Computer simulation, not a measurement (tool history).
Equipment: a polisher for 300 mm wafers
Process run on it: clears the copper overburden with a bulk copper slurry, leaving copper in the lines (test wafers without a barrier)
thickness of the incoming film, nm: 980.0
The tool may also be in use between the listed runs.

run	hour	flow of slurry (ml/min)	pressure of the wafer on the pad (kPa)	speed of the pad under the wafer (m/s)	abrasive content of the slurry	overpolish time after the end point (s)	time until the end point was called (s)	dishing of a wide line in a test structure (nm)
1	0	170	12.4	1.14	1	14	120.93	46.623
2	6.1	190	12.4	1.14	1	14	119.92	48.37
3	10	190	12.4	0.9	1	14	143.86	42.559
4	13.8	190	13.1	0.9	1	14	136.79	45.723
5	15.8	190	11.7	0.9	1	14	153.18	40.875
6	17.7	190	13.1	0.92	1	13	137.44	43.778
7	21.4	190	13.8	0.94	1	12	124.31	42.808

Run 8 has not been measured yet. What should we expect?
8	27.8	190	14.5	0.94	1	12	?	?

time until the end point was called (s): 120.21
dishing of a wide line in a test structure (nm): 44.903
